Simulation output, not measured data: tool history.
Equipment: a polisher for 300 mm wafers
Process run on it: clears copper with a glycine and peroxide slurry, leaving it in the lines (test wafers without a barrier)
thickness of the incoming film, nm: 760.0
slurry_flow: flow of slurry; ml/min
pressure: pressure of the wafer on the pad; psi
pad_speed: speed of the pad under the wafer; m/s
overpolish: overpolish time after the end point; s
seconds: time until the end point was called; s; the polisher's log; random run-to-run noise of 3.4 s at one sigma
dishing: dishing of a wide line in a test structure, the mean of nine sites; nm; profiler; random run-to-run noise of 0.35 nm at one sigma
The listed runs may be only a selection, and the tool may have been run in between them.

{"run": 1, "hour": 0.0, "slurry_flow": 155, "pressure": 3.1, "pad_speed": 1.3, "overpolish": 10, "seconds": 84.611, "dishing": 54.255}
{"run": 2, "hour": 1.5, "slurry_flow": 150, "pressure": 2.7, "pad_speed": 1.1, "overpolish": 8, "seconds": 106.09, "dishing": 36.685}
{"run": 3, "hour": 9.4, "slurry_flow": 150, "pressure": 3.1, "pad_speed": 1.1, "overpolish": 8, "seconds": 99.826, "dishing": 39.107}
{"run": 4, "hour": 13.9, "slurry_flow": 150, "pressure": 2.7, "pad_speed": 0.94, "overpolish": 7, "seconds": 124.46, "dishing": 29.336}
{"run": 5, "hour": 18.4, "slurry_flow": 150, "pressure": 2.7, "pad_speed": 0.94, "overpolish": 11, "seconds": 124.54, "dishing": 43.533}
{"run": 6, "hour": 24.4, "slurry_flow": 150, "pressure": 2.5, "pad_speed": 0.84, "overpolish": 9, "seconds": 134.7, "dishing": 33.639}
{"run": 7, "hour": 27.1, "slurry_flow": 150, "pressure": 2.3, "pad_speed": 0.76, "overpolish": 8, "seconds": 154.97, "dishing": 27.009}
{"run": 8, "hour": 32.3, "slurry_flow": 150, "pressure": 2.1, "pad_speed": 0.76, "overpolish": 7, "seconds": 162.7, "dishing": 23.079}

Estimate the outcome of run 9 from the log above:
{"run": 9, "hour": 37.5, "slurry_flow": 150, "pressure": 2.0, "pad_speed": 0.76, "overpolish": 7, "seconds": "?", "dishing": "?"}

Run 9 gave seconds 162.470 s, dishing 22.825 nm.
